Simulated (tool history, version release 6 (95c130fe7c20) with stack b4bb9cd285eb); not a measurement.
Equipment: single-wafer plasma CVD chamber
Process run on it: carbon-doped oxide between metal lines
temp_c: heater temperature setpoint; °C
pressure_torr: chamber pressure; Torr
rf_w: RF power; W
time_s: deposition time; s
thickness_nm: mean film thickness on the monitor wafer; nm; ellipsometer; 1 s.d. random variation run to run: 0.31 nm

{"run": 1, "hour": 0.0, "temp_c": 370, "pressure_torr": 4.26, "rf_w": 670, "time_s": 17.8, "thickness_nm": 96.762}
{"run": 2, "hour": 8.7, "temp_c": 371, "pressure_torr": 4.13, "rf_w": 645, "time_s": 17.7, "thickness_nm": 93.012}
{"run": 3, "hour": 10.3, "temp_c": 372, "pressure_torr": 3.98, "rf_w": 630, "time_s": 17.7, "thickness_nm": 90.45}
{"run": 4, "hour": 12.3, "temp_c": 372, "pressure_torr": 3.98, "rf_w": 550, "time_s": 17.7, "thickness_nm": 80.087}
{"run": 5, "hour": 14.5, "temp_c": 383, "pressure_torr": 3.98, "rf_w": 550, "time_s": 17.7, "thickness_nm": 78.161}
{"run": 6, "hour": 21.6, "temp_c": 383, "pressure_torr": 4.39, "rf_w": 550, "time_s": 17.7, "thickness_nm": 79.676}
{"run": 7, "hour": 29.5, "temp_c": 383, "pressure_torr": 4.39, "rf_w": 550, "time_s": 17.7, "thickness_nm": 79.531}

Predict the results of run 8:
{"run": 8, "hour": 35.2, "temp_c": 380, "pressure_torr": 4.91, "rf_w": 605, "time_s": 17.8, "thickness_nm": "?"}

Run 8 came out at thickness_nm 88.865 nm.
